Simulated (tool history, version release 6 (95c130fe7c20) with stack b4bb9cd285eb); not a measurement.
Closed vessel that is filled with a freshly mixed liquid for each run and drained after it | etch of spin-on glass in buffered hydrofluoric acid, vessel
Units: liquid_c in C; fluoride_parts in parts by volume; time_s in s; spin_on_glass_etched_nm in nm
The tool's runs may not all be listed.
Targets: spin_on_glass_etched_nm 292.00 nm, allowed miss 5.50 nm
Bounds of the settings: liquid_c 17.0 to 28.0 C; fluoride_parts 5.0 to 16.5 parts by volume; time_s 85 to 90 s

run	hour	liquid_c	fluoride_parts	time_s	spin_on_glass_etched_nm
1	0.0	20.0	10.0	85	259.30
2	5.3	20.5	10.0	85	266.64
3	6.8	21.0	10.0	85	276.23
4	14.5	21.0	13.0	85	218.55
5	23.4	22.0	13.0	85	231.46
6	26.5	22.5	13.0	85	239.35
7	29.9	23.0	13.0	85	245.41
8	31.6	23.5	13.0	85	252.36
9	36.4	24.0	13.0	85	258.35
10	41.7	24.5	13.0	85	266.93
11	45.6	25.0	13.0	85	272.82
12	46.7	25.5	13.0	85	283.05

4 next moves are on the table. One of them brings every result within its allowed miss. Which?
A	47.8	21.5	10.5	85	?
B	47.8	24.0	11.5	85	?
C	47.8	24.5	12.5	85	?
D	47.8	25.0	13.0	85	?

move	spin_on_glass_etched_nm
A	275.06
B	292.56
C	277.17
D	274.09
A: further off than the last run
B: meets every target
C: further off than the last run
D: further off than the last run
Answer: B
